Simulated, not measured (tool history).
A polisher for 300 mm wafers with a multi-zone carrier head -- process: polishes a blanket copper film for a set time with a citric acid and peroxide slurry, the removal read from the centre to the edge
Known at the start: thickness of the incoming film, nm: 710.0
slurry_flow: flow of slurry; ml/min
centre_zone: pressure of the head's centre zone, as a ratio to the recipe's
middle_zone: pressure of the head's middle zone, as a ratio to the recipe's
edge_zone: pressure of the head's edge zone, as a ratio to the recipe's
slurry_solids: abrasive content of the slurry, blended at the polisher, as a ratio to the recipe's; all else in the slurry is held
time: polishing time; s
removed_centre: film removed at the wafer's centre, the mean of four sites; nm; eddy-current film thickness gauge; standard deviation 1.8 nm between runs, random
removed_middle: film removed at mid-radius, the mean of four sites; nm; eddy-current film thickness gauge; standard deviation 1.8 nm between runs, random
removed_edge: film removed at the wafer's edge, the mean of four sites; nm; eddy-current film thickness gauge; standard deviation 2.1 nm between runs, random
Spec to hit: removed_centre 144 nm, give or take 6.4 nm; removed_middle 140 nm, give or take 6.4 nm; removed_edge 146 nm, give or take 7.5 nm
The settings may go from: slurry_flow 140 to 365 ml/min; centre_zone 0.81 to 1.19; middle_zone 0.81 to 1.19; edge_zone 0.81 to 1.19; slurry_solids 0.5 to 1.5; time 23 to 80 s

run 1 hour=0 | slurry_flow=235 centre_zone=1 middle_zone=1 edge_zone=1 slurry_solids=1 time=51 | removed_centre=93.518 removed_middle=100.57 removed_edge=101.13
run 2 hour=1.8 | slurry_flow=235 centre_zone=1 middle_zone=1 edge_zone=1.07 slurry_solids=1 time=51 | removed_centre=97.52 removed_middle=99.505 removed_edge=100.6
run 3 hour=2.7 | slurry_flow=235 centre_zone=1 middle_zone=1 edge_zone=1.03 slurry_solids=1 time=51 | removed_centre=97.181 removed_middle=101.01 removed_edge=97.93
run 4 hour=7 | slurry_flow=235 centre_zone=1 middle_zone=1 edge_zone=1.03 slurry_solids=1 time=62 | removed_centre=118.25 removed_middle=119.4 removed_edge=122.27
run 5 hour=10.3 | slurry_flow=235 centre_zone=1 middle_zone=0.97 edge_zone=1.03 slurry_solids=1 time=62 | removed_centre=118.81 removed_middle=116.78 removed_edge=120.16
run 6 hour=15.9 | slurry_flow=235 centre_zone=1 middle_zone=0.97 edge_zone=0.96 slurry_solids=1 time=62 | removed_centre=115.28 removed_middle=115.7 removed_edge=118.83
run 7 hour=16.6 | slurry_flow=235 centre_zone=1 middle_zone=0.97 edge_zone=0.97 slurry_solids=1.1 time=63 | removed_centre=121.86 removed_middle=122.67 removed_edge=124.24
run 8 hour=19.6 | slurry_flow=230 centre_zone=0.99 middle_zone=0.96 edge_zone=0.99 slurry_solids=1.15 time=64 | removed_centre=124.7 removed_middle=125.05 removed_edge=129.7

5 next moves are on the table. One of them brings every result within its allowed miss. Which?
run A hour=22.6 | slurry_flow=215 centre_zone=0.99 middle_zone=0.81 edge_zone=1.03 slurry_solids=1.1 time=75 | removed_centre=? removed_middle=? removed_edge=?
run B hour=22.6 | slurry_flow=215 centre_zone=1.03 middle_zone=1.08 edge_zone=0.94 slurry_solids=1.25 time=73 | removed_centre=? removed_middle=? removed_edge=?
run C hour=22.6 | slurry_flow=260 centre_zone=0.83 middle_zone=0.91 edge_zone=0.99 slurry_solids=1.1 time=61 | removed_centre=? removed_middle=? removed_edge=?
run D hour=22.6 | slurry_flow=255 centre_zone=1.17 middle_zone=1.1 edge_zone=0.91 slurry_solids=1.2 time=65 | removed_centre=? removed_middle=? removed_edge=?
run E hour=22.6 | slurry_flow=225 centre_zone=1.02 middle_zone=0.94 edge_zone=1 slurry_solids=1.1 time=74 | removed_centre=? removed_middle=? removed_edge=?

move=A removed_centre=144.31 removed_middle=126.93 removed_edge=152.09
move=B removed_centre=149.78 removed_middle=162.31 removed_edge=145.88
move=C removed_centre=105.5 removed_middle=115.85 removed_edge=122.92
move=D removed_centre=148.25 removed_middle=147.7 removed_edge=128.22
move=E removed_centre=146.49 removed_middle=142.26 removed_edge=148.19
A: meets the target for the result that was furthest off, but another lies outside its allowed miss
B: meets the target for the result that was furthest off, but another lies outside its allowed miss
C: its largest miss is bigger than the last run's
D: meets the target for the result that was furthest off, but another lies outside its allowed miss
E: each result inside its tolerance
So the answer is move E, the one that meets all the targets.

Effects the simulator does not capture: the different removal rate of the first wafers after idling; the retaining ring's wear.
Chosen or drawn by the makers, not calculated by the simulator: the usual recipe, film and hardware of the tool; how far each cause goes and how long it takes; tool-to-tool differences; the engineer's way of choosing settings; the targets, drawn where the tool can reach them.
